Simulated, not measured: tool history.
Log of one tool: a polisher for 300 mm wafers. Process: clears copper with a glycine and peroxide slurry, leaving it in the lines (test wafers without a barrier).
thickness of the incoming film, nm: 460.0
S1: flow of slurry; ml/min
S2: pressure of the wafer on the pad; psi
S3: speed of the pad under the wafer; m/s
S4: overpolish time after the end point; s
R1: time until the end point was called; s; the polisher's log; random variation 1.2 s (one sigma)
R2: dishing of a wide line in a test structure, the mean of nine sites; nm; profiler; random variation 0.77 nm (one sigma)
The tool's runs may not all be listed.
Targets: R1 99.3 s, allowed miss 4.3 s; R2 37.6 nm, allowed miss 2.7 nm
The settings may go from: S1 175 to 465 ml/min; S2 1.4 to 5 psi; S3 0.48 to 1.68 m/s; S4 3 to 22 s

| run | hour | S1 | S2 | S3 | S4 | R1 | R2 |
|---|---|---|---|---|---|---|---|
| 1 | 0 | 295 | 3.2 | 1.08 | 11 | 80.7 | 33.329 |
| 2 | 2.9 | 295 | 3.2 | 1.08 | 8 | 80.23 | 26.688 |
| 3 | 5.9 | 295 | 3.2 | 1.18 | 8 | 75.67 | 28.344 |
| 4 | 13.9 | 245 | 3.2 | 1.18 | 8 | 74.046 | 28.243 |
| 5 | 17.5 | 245 | 3.9 | 1.18 | 8 | 64.47 | 32.729 |
| 6 | 21.6 | 245 | 3.9 | 1.18 | 6 | 65.166 | 24.342 |
| 7 | 27.1 | 245 | 3.6 | 1.18 | 7 | 68.593 | 26.939 |
|  | 29.3 | head pressure recalibrated |
| 8 | 29.3 | 245 | 3.4 | 1.18 | 8 | 65.394 | 31.043 |
| 9 | 30.4 | 225 | 2.5 | 0.88 | 13 | 109.56 | 30.886 |
| 10 | 32.6 | 225 | 2.7 | 0.88 | 14 | 104.2 | 35.267 |
| 11 | 38.9 | 225 | 2.8 | 0.88 | 14 | 99.253 | 34.164 |

Which of these 5 next moves meets every target?
| A | 45.2 | 245 | 2.7 | 0.92 | 12 | ? | ? |
| B | 45.2 | 295 | 3.2 | 0.76 | 15 | ? | ? |
| C | 45.2 | 180 | 2.6 | 1 | 12 | ? | ? |
| D | 45.2 | 200 | 3 | 0.9 | 10 | ? | ? |
| E | 45.2 | 175 | 3 | 0.94 | 14 | ? | ? |

| move | R1 | R2 |
|---|---|---|
| A | 98.041 | 31.08 |
| B | 97.927 | 36.546 |
| C | 98.145 | 30.948 |
| D | 93.819 | 28.062 |
| E | 92.19 | 35.948 |
A: further off than the last run
B: meets every target
C: further off than the last run
D: further off than the last run
E: brings the result that was furthest off to its target, and leaves another outside
The right move is B.
